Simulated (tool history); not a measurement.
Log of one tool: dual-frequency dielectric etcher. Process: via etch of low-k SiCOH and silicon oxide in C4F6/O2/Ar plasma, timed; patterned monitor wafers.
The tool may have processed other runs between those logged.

run	hour	source power (kW)	bias power (kW)	etch time (s)	mean etch depth across the wafer (angstrom)
1	0.0	0.410	0.142	79.5	2165.3
2	5.4	0.410	0.142	83.0	2280.0
3	11.0	0.420	0.143	83.0	2298.1
4	18.7	0.420	0.132	83.0	2246.2
5	27.2	0.420	0.110	83.0	2151.8
6	29.6	0.450	0.112	83.0	2215.1
7	31.6	0.470	0.113	83.0	2255.2
8	37.8	0.490	0.114	83.0	2301.5
9	38.8	0.500	0.115	83.0	2342.7

For run 10, what comes out?
10	44.6	0.510	0.115	83.0	?

Run 10 produced mean etch depth across the wafer (angstrom) 2353.4.
